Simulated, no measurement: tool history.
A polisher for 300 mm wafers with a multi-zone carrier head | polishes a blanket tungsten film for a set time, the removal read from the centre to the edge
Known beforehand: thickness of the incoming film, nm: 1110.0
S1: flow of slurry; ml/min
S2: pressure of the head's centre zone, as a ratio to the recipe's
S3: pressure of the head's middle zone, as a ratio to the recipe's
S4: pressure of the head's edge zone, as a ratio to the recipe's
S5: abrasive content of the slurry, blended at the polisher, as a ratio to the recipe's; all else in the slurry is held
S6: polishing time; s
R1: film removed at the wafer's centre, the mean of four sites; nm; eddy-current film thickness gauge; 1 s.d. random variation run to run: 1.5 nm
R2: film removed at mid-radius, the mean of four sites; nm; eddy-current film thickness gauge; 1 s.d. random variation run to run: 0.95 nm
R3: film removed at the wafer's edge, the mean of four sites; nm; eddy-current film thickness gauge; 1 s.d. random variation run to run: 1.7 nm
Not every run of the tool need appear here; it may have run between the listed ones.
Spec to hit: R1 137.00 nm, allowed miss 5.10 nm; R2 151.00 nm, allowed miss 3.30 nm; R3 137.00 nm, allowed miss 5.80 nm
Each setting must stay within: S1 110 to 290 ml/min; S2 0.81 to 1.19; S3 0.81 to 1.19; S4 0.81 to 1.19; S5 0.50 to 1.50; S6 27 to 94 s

| run | hour | S1 | S2 | S3 | S4 | S5 | S6 | R1 | R2 | R3 |
|---|---|---|---|---|---|---|---|---|---|---|
| 1 | 0.0 | 185 | 1.00 | 1.00 | 1.00 | 1.00 | 60 | 216.83 | 220.36 | 215.02 |
| 2 | 7.1 | 185 | 1.00 | 1.00 | 1.00 | 0.90 | 60 | 213.96 | 216.40 | 213.03 |
| 3 | 14.5 | 185 | 1.00 | 1.00 | 1.00 | 0.90 | 71 | 248.59 | 257.82 | 249.54 |
| 4 | 21.2 | 185 | 1.00 | 1.00 | 0.92 | 0.90 | 71 | 251.75 | 252.78 | 242.13 |
| 5 | 25.4 | 185 | 1.00 | 1.00 | 0.92 | 0.90 | 82 | 288.79 | 294.72 | 283.38 |
| 6 | 31.6 | 180 | 0.97 | 1.01 | 0.89 | 0.75 | 69 | 223.86 | 240.57 | 222.60 |
| 7 | 34.1 | 175 | 0.96 | 1.00 | 0.87 | 0.65 | 61 | 193.44 | 203.79 | 188.74 |
| 8 | 40.3 | 170 | 0.94 | 1.00 | 0.85 | 0.60 | 56 | 167.38 | 182.12 | 169.16 |
| 9 | 43.3 | 170 | 0.94 | 1.00 | 0.85 | 0.60 | 56 | 167.00 | 181.96 | 166.72 |
| 10 | 46.8 | 165 | 0.93 | 1.00 | 0.84 | 0.55 | 53 | 151.82 | 167.43 | 150.65 |
| 11 | 55.1 | 150 | 0.92 | 0.99 | 0.83 | 0.55 | 53 | 148.85 | 164.05 | 150.40 |
| 12 | 62.2 | 140 | 0.92 | 0.99 | 0.82 | 0.55 | 52 | 143.47 | 156.14 | 141.98 |
| 13 | 66.9 | 135 | 0.91 | 0.99 | 0.82 | 0.55 | 52 | 138.13 | 155.84 | 146.61 |

Pick the move, out of 4, that brings all results within their allowed miss; only one does.
| A | 71.6 | 185 | 0.92 | 0.99 | 0.84 | 0.80 | 43 | ? | ? | ? |
| B | 71.6 | 215 | 0.97 | 1.13 | 0.81 | 0.50 | 43 | ? | ? | ? |
| C | 71.6 | 135 | 0.93 | 0.97 | 0.87 | 0.55 | 54 | ? | ? | ? |
| D | 71.6 | 195 | 1.01 | 1.09 | 0.88 | 0.50 | 46 | ? | ? | ? |

| move | R1 | R2 | R3 |
|---|---|---|---|
| A | 137.76 | 148.87 | 136.32 |
| B | 137.27 | 155.07 | 124.97 |
| C | 148.55 | 158.11 | 152.98 |
| D | 149.83 | 158.34 | 136.96 |
A: hits every target within its allowed miss
B: moves the result that the last run missed by most past its target, out the other side
C: its largest miss is bigger than the last run's
D: the furthest-off result lands on target, but another misses its tolerance
Go with A: it meets all targets.
